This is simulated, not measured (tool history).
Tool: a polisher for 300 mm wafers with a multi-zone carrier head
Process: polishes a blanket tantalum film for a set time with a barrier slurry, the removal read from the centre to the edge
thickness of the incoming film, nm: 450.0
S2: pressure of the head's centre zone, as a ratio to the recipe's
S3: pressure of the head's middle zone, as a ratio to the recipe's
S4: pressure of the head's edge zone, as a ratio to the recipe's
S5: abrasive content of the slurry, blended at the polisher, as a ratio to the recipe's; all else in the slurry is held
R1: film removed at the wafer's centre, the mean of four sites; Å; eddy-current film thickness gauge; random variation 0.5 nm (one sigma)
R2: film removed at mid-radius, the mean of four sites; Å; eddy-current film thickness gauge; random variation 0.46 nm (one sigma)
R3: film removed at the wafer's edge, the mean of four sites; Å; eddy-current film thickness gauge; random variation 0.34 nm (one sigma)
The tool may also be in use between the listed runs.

run 1 hour=0.0 | flow_of_slurry_(ml/min)=190 S2=1.00 S3=1.00 S4=1.00 S5=1.00 polishing_time_(s)=37 | R1=491.04 R2=509.16 R3=513.75
run 2 hour=3.5 | flow_of_slurry_(ml/min)=180 S2=1.00 S3=0.96 S4=1.01 S5=0.90 polishing_time_(s)=37 | R1=479.36 R2=472.02 R3=494.32
run 3 hour=8.5 | flow_of_slurry_(ml/min)=145 S2=1.00 S3=0.96 S4=1.01 S5=0.90 polishing_time_(s)=37 | R1=467.16 R2=472.61 R3=491.47
run 4 hour=15.9 | flow_of_slurry_(ml/min)=145 S2=1.00 S3=0.90 S4=1.01 S5=0.90 polishing_time_(s)=37 | R1=466.42 R2=440.94 R3=485.87
run 5 hour=17.1 | flow_of_slurry_(ml/min)=145 S2=0.94 S3=0.90 S4=1.01 S5=0.90 polishing_time_(s)=37 | R1=448.31 R2=439.21 R3=490.88
run 6 hour=23.0 | flow_of_slurry_(ml/min)=145 S2=0.94 S3=0.90 S4=0.93 S5=0.90 polishing_time_(s)=37 | R1=439.57 R2=424.99 R3=475.39
run 7 hour=25.7 | flow_of_slurry_(ml/min)=145 S2=0.93 S3=0.88 S4=0.92 S5=0.85 polishing_time_(s)=37 | R1=430.25 R2=420.13 R3=461.13
run 8 hour=28.4 | flow_of_slurry_(ml/min)=140 S2=0.94 S3=0.86 S4=0.95 S5=0.85 polishing_time_(s)=36 | R1=419.72 R2=409.34 R3=452.81
run 9 hour=33.1 | flow_of_slurry_(ml/min)=135 S2=1.00 S3=0.81 S4=1.05 S5=0.60 polishing_time_(s)=36 | R1=371.23 R2=322.92 R3=402.89
run 10 hour=37.7 | flow_of_slurry_(ml/min)=145 S2=1.00 S3=0.82 S4=1.07 S5=0.60 polishing_time_(s)=36 | R1=375.70 R2=328.56 R3=409.21
run 11 hour=44.8 | flow_of_slurry_(ml/min)=150 S2=1.00 S3=0.83 S4=1.09 S5=0.60 polishing_time_(s)=36 | R1=385.42 R2=327.52 R3=416.19
run 12 hour=45.4 | flow_of_slurry_(ml/min)=155 S2=0.99 S3=0.84 S4=1.10 S5=0.60 polishing_time_(s)=36 | R1=389.05 R2=334.13 R3=421.24
run 13 hour=46.1 | flow_of_slurry_(ml/min)=160 S2=0.98 S3=0.85 S4=1.11 S5=0.60 polishing_time_(s)=36 | R1=366.88 R2=339.62 R3=422.48
run 14 hour=50.3 | flow_of_slurry_(ml/min)=165 S2=0.99 S3=0.85 S4=1.12 S5=0.60 polishing_time_(s)=36 | R1=388.24 R2=339.53 R3=426.36
run 15 hour=52.7 | flow_of_slurry_(ml/min)=170 S2=0.99 S3=0.86 S4=1.13 S5=0.60 polishing_time_(s)=36 | R1=394.03 R2=341.06 R3=424.98
run 16 hour=54.5 | flow_of_slurry_(ml/min)=170 S2=0.99 S3=0.86 S4=1.14 S5=0.60 polishing_time_(s)=36 | R1=384.58 R2=343.41 R3=428.69
run 17 hour=60.3 | flow_of_slurry_(ml/min)=175 S2=0.99 S3=0.86 S4=1.15 S5=0.60 polishing_time_(s)=36 | R1=374.04 R2=344.45 R3=425.89

The next listed run, before its measurement:
run 18 hour=68.0 | flow_of_slurry_(ml/min)=175 S2=1.00 S3=0.86 S4=1.15 S5=0.60 polishing_time_(s)=36 | R1=? R2=? R3=?

{"run 18": {"R1": 390.97, "R2": 351.27, "R3": 431.14}}

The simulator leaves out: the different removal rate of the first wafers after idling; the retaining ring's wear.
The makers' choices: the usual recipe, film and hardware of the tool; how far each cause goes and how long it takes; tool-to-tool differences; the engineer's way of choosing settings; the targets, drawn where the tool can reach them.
